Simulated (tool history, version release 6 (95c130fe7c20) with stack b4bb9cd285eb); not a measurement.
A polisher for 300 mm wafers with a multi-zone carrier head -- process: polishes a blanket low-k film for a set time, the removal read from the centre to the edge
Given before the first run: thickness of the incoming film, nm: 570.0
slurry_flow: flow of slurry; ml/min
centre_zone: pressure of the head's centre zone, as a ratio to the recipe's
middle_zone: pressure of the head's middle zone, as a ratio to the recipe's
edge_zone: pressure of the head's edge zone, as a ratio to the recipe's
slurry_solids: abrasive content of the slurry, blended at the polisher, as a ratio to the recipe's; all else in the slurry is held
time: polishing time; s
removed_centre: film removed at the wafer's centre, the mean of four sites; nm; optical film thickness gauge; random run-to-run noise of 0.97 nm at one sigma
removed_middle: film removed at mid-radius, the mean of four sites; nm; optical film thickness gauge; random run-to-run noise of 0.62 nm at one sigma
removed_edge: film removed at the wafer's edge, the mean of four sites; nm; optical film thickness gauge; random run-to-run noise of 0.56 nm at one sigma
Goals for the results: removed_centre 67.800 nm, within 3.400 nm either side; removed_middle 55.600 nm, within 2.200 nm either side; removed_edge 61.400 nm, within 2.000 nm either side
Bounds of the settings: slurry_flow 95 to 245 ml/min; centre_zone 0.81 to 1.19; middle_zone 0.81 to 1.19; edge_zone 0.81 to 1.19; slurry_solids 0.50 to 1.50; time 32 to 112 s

{"run": 1, "hour": 0.0, "slurry_flow": 155, "centre_zone": 1.0, "middle_zone": 1.0, "edge_zone": 1.0, "slurry_solids": 1.0, "time": 72, "removed_centre": 35.623, "removed_middle": 36.677, "removed_edge": 37.735}
{"run": 2, "hour": 7.0, "slurry_flow": 130, "centre_zone": 1.0, "middle_zone": 1.0, "edge_zone": 1.0, "slurry_solids": 1.0, "time": 72, "removed_centre": 34.857, "removed_middle": 35.505, "removed_edge": 36.003}
{"run": 3, "hour": 11.0, "slurry_flow": 145, "centre_zone": 1.05, "middle_zone": 0.99, "edge_zone": 1.02, "slurry_solids": 1.15, "time": 76, "removed_centre": 42.874, "removed_middle": 40.927, "removed_edge": 43.433}
{"run": 4, "hour": 14.0, "slurry_flow": 170, "centre_zone": 1.05, "middle_zone": 0.99, "edge_zone": 1.02, "slurry_solids": 1.15, "time": 76, "removed_centre": 44.272, "removed_middle": 43.469, "removed_edge": 43.662}
{"run": 5, "hour": 22.8, "slurry_flow": 170, "centre_zone": 1.05, "middle_zone": 0.99, "edge_zone": 1.02, "slurry_solids": 1.15, "time": 63, "removed_centre": 36.813, "removed_middle": 36.066, "removed_edge": 36.528}
{"run": 6, "hour": 26.5, "slurry_flow": 170, "centre_zone": 1.05, "middle_zone": 0.99, "edge_zone": 0.96, "slurry_solids": 1.15, "time": 63, "removed_centre": 36.447, "removed_middle": 36.043, "removed_edge": 35.662}
{"run": 7, "hour": 27.4, "slurry_flow": 170, "centre_zone": 1.05, "middle_zone": 0.99, "edge_zone": 0.96, "slurry_solids": 1.15, "time": 63, "removed_centre": 37.164, "removed_middle": 35.301, "removed_edge": 35.372}
{"run": 8, "hour": 34.7, "slurry_flow": 175, "centre_zone": 1.08, "middle_zone": 0.97, "edge_zone": 1.0, "slurry_solids": 1.25, "time": 69, "removed_centre": 43.793, "removed_middle": 40.471, "removed_edge": 41.406}
{"run": 9, "hour": 37.1, "slurry_flow": 175, "centre_zone": 1.1, "middle_zone": 0.96, "edge_zone": 1.03, "slurry_solids": 1.3, "time": 73, "removed_centre": 48.096, "removed_middle": 43.398, "removed_edge": 46.085}
{"run": 10, "hour": 42.6, "slurry_flow": 180, "centre_zone": 1.13, "middle_zone": 0.95, "edge_zone": 1.05, "slurry_solids": 1.35, "time": 76, "removed_centre": 53.033, "removed_middle": 46.634, "removed_edge": 48.332}
{"run": 11, "hour": 46.9, "slurry_flow": 180, "centre_zone": 1.14, "middle_zone": 0.93, "edge_zone": 1.07, "slurry_solids": 1.4, "time": 79, "removed_centre": 56.798, "removed_middle": 48.253, "removed_edge": 52.137}
{"run": 12, "hour": 47.9, "slurry_flow": 185, "centre_zone": 1.15, "middle_zone": 0.93, "edge_zone": 1.09, "slurry_solids": 1.45, "time": 81, "removed_centre": 59.879, "removed_middle": 48.912, "removed_edge": 55.25}
{"run": 13, "hour": 53.9, "slurry_flow": 190, "centre_zone": 1.16, "middle_zone": 0.95, "edge_zone": 1.1, "slurry_solids": 1.45, "time": 82, "removed_centre": 61.298, "removed_middle": 50.945, "removed_edge": 56.242}
{"run": 14, "hour": 55.7, "slurry_flow": 195, "centre_zone": 1.17, "middle_zone": 0.95, "edge_zone": 1.11, "slurry_solids": 1.45, "time": 83, "removed_centre": 63.006, "removed_middle": 51.975, "removed_edge": 57.123}
{"run": 15, "hour": 57.8, "slurry_flow": 195, "centre_zone": 1.17, "middle_zone": 0.95, "edge_zone": 1.11, "slurry_solids": 1.45, "time": 83, "removed_centre": 62.793, "removed_middle": 52.24, "removed_edge": 57.552}
{"run": 16, "hour": 59.6, "slurry_flow": 200, "centre_zone": 1.18, "middle_zone": 0.95, "edge_zone": 1.12, "slurry_solids": 1.45, "time": 84, "removed_centre": 64.041, "removed_middle": 52.521, "removed_edge": 57.633}

Below are 4 possible settings for the next run. Only one of them brings all results inside the allowed miss of their targets. Which is it?
{"run": "A", "hour": 61.4, "slurry_flow": 190, "centre_zone": 1.15, "middle_zone": 1.03, "edge_zone": 1.05, "slurry_solids": 1.3, "time": 96, "removed_centre": "?", "removed_middle": "?", "removed_edge": "?"}
{"run": "B", "hour": 61.4, "slurry_flow": 220, "centre_zone": 1.16, "middle_zone": 1.03, "edge_zone": 1.09, "slurry_solids": 1.5, "time": 87, "removed_centre": "?", "removed_middle": "?", "removed_edge": "?"}
{"run": "C", "hour": 61.4, "slurry_flow": 170, "centre_zone": 1.17, "middle_zone": 0.93, "edge_zone": 1.08, "slurry_solids": 1.35, "time": 96, "removed_centre": "?", "removed_middle": "?", "removed_edge": "?"}
{"run": "D", "hour": 61.4, "slurry_flow": 220, "centre_zone": 1.02, "middle_zone": 1.11, "edge_zone": 1.14, "slurry_solids": 1.25, "time": 93, "removed_centre": "?", "removed_middle": "?", "removed_edge": "?"}

move=A removed_centre=67.243 removed_middle=60.123 removed_edge=61.562
move=B removed_centre=67.179 removed_middle=59.383 removed_edge=61.612
move=C removed_centre=68.156 removed_middle=55.121 removed_edge=62.784
move=D removed_centre=58.019 removed_middle=62.230 removed_edge=61.868
A: puts the biggest miss on target and leaves a different result outside tolerance
B: puts the biggest miss on target and leaves a different result outside tolerance
C: hits every target within its allowed miss
D: puts the biggest miss on target and leaves a different result outside tolerance
Correct choice: C, which meets every target
